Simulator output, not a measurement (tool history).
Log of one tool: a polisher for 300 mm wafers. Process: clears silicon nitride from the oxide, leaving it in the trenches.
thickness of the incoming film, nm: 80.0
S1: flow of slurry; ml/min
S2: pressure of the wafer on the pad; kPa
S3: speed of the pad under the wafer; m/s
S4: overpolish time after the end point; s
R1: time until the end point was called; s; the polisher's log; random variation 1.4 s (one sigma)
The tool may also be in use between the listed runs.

Run 1, hour 0.0: S1 125 ml/min, S2 21.4 kPa, S3 1.26 m/s, S4 21 s. Result: R1 64.645 s.
Run 2, hour 0.8: S1 120 ml/min, S2 18.6 kPa, S3 1.24 m/s, S4 21 s. Result: R1 74.255 s.
Run 3, hour 2.0: S1 120 ml/min, S2 16.5 kPa, S3 1.24 m/s, S4 21 s. Result: R1 78.434 s.
Run 4, hour 6.1: S1 120 ml/min, S2 16.5 kPa, S3 1.24 m/s, S4 21 s. Result: R1 79.632 s.
Run 5, hour 7.7: S1 120 ml/min, S2 16.5 kPa, S3 1.34 m/s, S4 21 s. Result: R1 73.224 s.
Run 6, hour 15.3: S1 115 ml/min, S2 14.5 kPa, S3 1.30 m/s, S4 21 s. Result: R1 82.397 s.
Run 7, hour 22.6: S1 115 ml/min, S2 13.1 kPa, S3 1.26 m/s, S4 21 s. Result: R1 92.656 s.
Run 8, hour 27.4: S1 115 ml/min, S2 12.4 kPa, S3 1.26 m/s, S4 21 s. Result: R1 95.666 s.
Run 9, hour 34.1: S1 115 ml/min, S2 12.4 kPa, S3 1.26 m/s, S4 21 s. Result: R1 96.020 s.

Forecast run 10:
Run 10, hour 42.2: S1 105 ml/min, S2 9.7 kPa, S3 1.24 m/s, S4 21 s. Result: R1 ?.

Run 10 gave R1 115.280 s.

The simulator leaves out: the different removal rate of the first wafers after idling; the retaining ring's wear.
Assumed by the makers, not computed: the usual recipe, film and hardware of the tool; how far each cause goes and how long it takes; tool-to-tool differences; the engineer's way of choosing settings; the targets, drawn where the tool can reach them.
